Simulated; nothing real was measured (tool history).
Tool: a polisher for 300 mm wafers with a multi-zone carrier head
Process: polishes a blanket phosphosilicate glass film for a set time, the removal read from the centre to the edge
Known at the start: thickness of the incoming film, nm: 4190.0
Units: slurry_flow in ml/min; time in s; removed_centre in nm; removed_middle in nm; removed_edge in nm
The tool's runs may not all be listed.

run	hour	slurry_flow	centre_zone	middle_zone	edge_zone	slurry_solids	time	removed_centre	removed_middle	removed_edge
1	0	185	1	1	1	1	32	266.19	263.16	258.22
2	5.3	185	1	1	0.94	1	32	265.36	263.99	259.44
3	10	205	1.01	1.06	0.94	0.95	32	264.74	271.81	246.34
4	13.2	205	1.01	1.06	0.91	0.95	32	268.29	270.6	248.77
5	14.1	205	1.01	1.06	0.84	0.95	32	261.35	269.15	240.32
6	17.1	215	1	1.09	0.86	1	32	272.13	286.55	248.21

The next listed run, before its measurement:
7	18.4	220	0.99	1.1	0.87	1	32	?	?	?

removed_centre: 269.81 nm
removed_middle: 296.34 nm
removed_edge: 256.36 nm

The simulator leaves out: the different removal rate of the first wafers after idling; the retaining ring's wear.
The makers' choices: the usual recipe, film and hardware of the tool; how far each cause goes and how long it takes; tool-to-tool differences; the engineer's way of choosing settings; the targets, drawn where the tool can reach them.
